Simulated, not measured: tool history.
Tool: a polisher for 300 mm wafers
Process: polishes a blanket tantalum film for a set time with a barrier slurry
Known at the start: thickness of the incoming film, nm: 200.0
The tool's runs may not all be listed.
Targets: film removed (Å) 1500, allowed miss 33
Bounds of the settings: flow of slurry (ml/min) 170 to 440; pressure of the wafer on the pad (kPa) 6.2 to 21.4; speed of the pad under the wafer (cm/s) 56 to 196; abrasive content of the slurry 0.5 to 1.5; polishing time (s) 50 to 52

run,hour,flow of slurry (ml/min),pressure of the wafer on the pad (kPa),speed of the pad under the wafer (cm/s),abrasive content of the slurry,polishing time (s),film removed (Å)
1,0,280,13.8,126,1,50,942.66
2,1.4,280,13.8,126,0.85,50,882.77
3,2.4,280,13.8,126,0.7,50,822.49
4,5.4,280,13.8,126,0.7,50,826.29
5,8,280,13.8,126,0.7,50,823.68
6,8.9,315,13.8,126,0.7,50,834.37
7,11.5,320,16.5,128,0.7,50,1011.4
# hour 17: slurry nozzle cleaned
8,17,320,17.9,132,0.7,50,1157.9
9,23,320,19.3,132,0.7,50,1244
10,27.8,325,20,134,0.7,50,1333.6

4 next moves are on the table. One of them brings every result within its allowed miss. Which?
A,32.6,335,20,130,1.1,50,?
B,32.6,345,20.7,116,0.65,51,?
C,32.6,315,17.2,128,0.75,51,?
D,32.6,305,20.7,102,0.8,50,?

move,film removed (Å)
A,1503.7
B,1164.4
C,1136
D,1094.8
A: meets every target
B: further off than the last run
C: further off than the last run
D: further off than the last run
The right move is A.
